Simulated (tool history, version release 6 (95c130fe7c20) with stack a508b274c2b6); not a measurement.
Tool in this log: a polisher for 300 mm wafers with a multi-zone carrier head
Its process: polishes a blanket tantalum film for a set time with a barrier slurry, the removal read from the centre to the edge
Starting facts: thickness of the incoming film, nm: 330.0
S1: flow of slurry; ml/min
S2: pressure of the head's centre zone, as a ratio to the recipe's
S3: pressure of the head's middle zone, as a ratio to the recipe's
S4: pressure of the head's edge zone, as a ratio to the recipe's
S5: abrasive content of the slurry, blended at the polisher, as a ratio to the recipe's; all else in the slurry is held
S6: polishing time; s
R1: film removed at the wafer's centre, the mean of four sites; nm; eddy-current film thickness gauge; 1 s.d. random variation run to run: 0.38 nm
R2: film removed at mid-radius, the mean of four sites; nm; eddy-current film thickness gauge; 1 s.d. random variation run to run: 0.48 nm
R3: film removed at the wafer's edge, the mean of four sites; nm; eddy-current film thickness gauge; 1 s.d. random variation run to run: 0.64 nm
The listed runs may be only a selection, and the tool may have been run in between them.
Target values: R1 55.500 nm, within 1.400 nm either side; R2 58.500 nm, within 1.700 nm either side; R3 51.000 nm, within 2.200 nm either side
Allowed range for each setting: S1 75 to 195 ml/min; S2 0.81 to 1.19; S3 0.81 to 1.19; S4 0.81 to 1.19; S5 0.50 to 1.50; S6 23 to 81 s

run,hour,S1,S2,S3,S4,S5,S6,R1,R2,R3
1,0.0,125,1.00,1.00,1.00,1.00,52,96.723,96.408,97.787
2,5.6,125,1.00,1.05,1.00,1.00,52,95.770,101.310,98.946
3,10.6,125,1.00,1.05,0.98,0.95,49,88.267,93.613,89.016
4,18.8,125,1.00,1.04,0.96,0.90,48,85.588,89.796,86.434
5,19.9,140,1.00,1.04,0.96,0.90,48,88.260,92.944,87.972
6,21.6,140,1.00,1.04,0.94,0.85,46,83.166,88.263,81.834
7,25.0,140,1.00,1.04,0.93,0.80,44,77.858,81.250,76.235
8,31.0,140,1.00,1.04,0.93,0.80,44,77.516,81.759,75.180
9,35.6,140,1.00,1.04,0.93,0.80,44,78.979,82.930,76.248

Exercise: of the 5 proposed moves below, exactly one satisfies all targets within the stated allowed misses. Which move is it?
A,40.2,155,0.99,1.01,0.98,0.75,34,?,?,?
B,40.2,105,0.88,0.95,0.99,0.80,31,?,?,?
C,40.2,135,1.00,1.05,0.89,0.90,37,?,?,?
D,40.2,150,1.11,0.91,0.94,1.05,56,?,?,?
E,40.2,120,1.07,1.12,0.90,0.60,34,?,?,?

move,R1,R2,R3
A,59.627,61.286,59.641
B,44.922,49.616,52.470
C,67.232,70.979,64.363
D,120.030,101.550,106.130
E,55.838,58.596,50.913
A: moves toward the targets from the last run without getting all of them in spec
B: pushes the last run's worst result past its target
C: moves toward the targets from the last run without getting all of them in spec
D: misses by more than the last run did
E: all results land within tolerance of their targets
Answer: E

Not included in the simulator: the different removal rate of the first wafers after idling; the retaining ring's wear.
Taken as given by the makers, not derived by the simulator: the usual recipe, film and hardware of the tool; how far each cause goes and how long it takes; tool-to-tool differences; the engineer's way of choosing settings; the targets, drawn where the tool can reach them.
